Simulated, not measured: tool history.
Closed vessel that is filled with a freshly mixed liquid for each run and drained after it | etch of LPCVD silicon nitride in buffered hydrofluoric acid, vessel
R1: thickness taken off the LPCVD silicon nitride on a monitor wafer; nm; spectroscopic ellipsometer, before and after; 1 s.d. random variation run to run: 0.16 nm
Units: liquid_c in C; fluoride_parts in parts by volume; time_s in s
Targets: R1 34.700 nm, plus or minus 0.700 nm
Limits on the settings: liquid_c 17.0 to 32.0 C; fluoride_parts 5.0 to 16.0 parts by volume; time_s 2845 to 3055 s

run 1 day=0.000 | liquid_c=24.0 fluoride_parts=9.5 time_s=2845 | R1=43.338
run 2 day=0.329 | liquid_c=23.0 fluoride_parts=9.5 time_s=2845 | R1=41.334
run 3 day=0.458 | liquid_c=24.5 fluoride_parts=9.5 time_s=2845 | R1=44.557
run 4 day=0.812 | liquid_c=23.0 fluoride_parts=9.5 time_s=2845 | R1=41.176
run 5 day=0.925 | liquid_c=19.5 fluoride_parts=9.5 time_s=2845 | R1=33.972
run 6 day=1.154 | liquid_c=19.5 fluoride_parts=7.0 time_s=2845 | R1=46.351
run 7 day=1.550 | liquid_c=19.0 fluoride_parts=7.5 time_s=2845 | R1=41.950
run 8 day=1.688 | liquid_c=19.0 fluoride_parts=7.5 time_s=2845 | R1=41.666
run 9 day=1.804 | liquid_c=18.5 fluoride_parts=7.5 time_s=2845 | R1=40.600
run 10 day=2.154 | liquid_c=18.0 fluoride_parts=7.5 time_s=2845 | R1=39.229
run 11 day=2.229 | liquid_c=17.5 fluoride_parts=7.5 time_s=2845 | R1=38.036

Below are 5 possible settings for the next run. Only one of them brings all results inside the allowed miss of their targets. Which is it?
run A day=2.304 | liquid_c=17.0 fluoride_parts=8.5 time_s=3055 | R1=?
run B day=2.304 | liquid_c=17.5 fluoride_parts=7.5 time_s=3015 | R1=?
run C day=2.304 | liquid_c=17.5 fluoride_parts=9.5 time_s=3035 | R1=?
run D day=2.304 | liquid_c=18.5 fluoride_parts=8.5 time_s=2930 | R1=?
run E day=2.304 | liquid_c=21.5 fluoride_parts=8.5 time_s=2845 | R1=?

move=A R1=34.768
move=B R1=40.434
move=C R1=32.281
move=D R1=36.312
move=E R1=41.703
A: hits every target within its allowed miss
B: the biggest miss grows against the last run
C: pushes the last run's worst result past its target
D: better than the last run, though not everything is in spec
E: the biggest miss grows against the last run
The move that meets every target is A.
